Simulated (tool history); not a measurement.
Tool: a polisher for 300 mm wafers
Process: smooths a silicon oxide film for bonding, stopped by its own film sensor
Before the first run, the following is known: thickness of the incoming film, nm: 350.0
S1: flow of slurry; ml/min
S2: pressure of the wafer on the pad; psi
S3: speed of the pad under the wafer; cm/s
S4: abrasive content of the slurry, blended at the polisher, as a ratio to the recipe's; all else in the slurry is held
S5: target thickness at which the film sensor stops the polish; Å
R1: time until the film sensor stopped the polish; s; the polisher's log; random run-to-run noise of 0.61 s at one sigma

Run 1, hour 0: S1 180 ml/min, S2 1.8 psi, S3 104 cm/s, S4 1, S5 3190 Å. Result: R1 58.531 s.
Run 2, hour 5.6: S1 180 ml/min, S2 1.8 psi, S3 124 cm/s, S4 1, S5 3190 Å. Result: R1 50.681 s.
Run 3, hour 13.7: S1 180 ml/min, S2 1.9 psi, S3 124 cm/s, S4 1, S5 3190 Å. Result: R1 48.453 s.
Run 4, hour 19: S1 180 ml/min, S2 1.9 psi, S3 100 cm/s, S4 1, S5 3190 Å. Result: R1 59.231 s.
Run 5, hour 25.7: S1 180 ml/min, S2 1.9 psi, S3 100 cm/s, S4 0.8, S5 3190 Å. Result: R1 63.523 s.
Run 6, hour 32.4: S1 205 ml/min, S2 1.9 psi, S3 100 cm/s, S4 0.8, S5 3190 Å. Result: R1 62.642 s.

Expected results for the next run?
At hour 40.5: worn pad replaced by a new one.
Run 7, hour 40.5: S1 205 ml/min, S2 2 psi, S3 102 cm/s, S4 0.8, S5 3190 Å. Result: R1 ?.

{"run 7": {"R1": 54.377}}
